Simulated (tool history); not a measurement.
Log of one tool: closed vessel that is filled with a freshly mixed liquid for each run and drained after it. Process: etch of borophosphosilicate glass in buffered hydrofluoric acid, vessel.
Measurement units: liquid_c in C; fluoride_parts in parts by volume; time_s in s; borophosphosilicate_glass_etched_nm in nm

run  hour  liquid_c  fluoride_parts  time_s  borophosphosilicate_glass_etched_nm
  1     0        23            10.5     105                               172.19
  2   1.2        23               9     105                               199.85
  3   9.8        23               9     110                               207.64
  4  13.9      21.5               9     110                               194.48
  5  23.2      24.5               8     110                                243.7
  6    29      24.5               8     105                               233.73
  7  37.1      26.5             7.5     105                               275.68

Run 8 comes next. What will it give?
  8  43.9        28               7     105                                    ?

{"run 8": {"borophosphosilicate_glass_etched_nm": 325.57}}
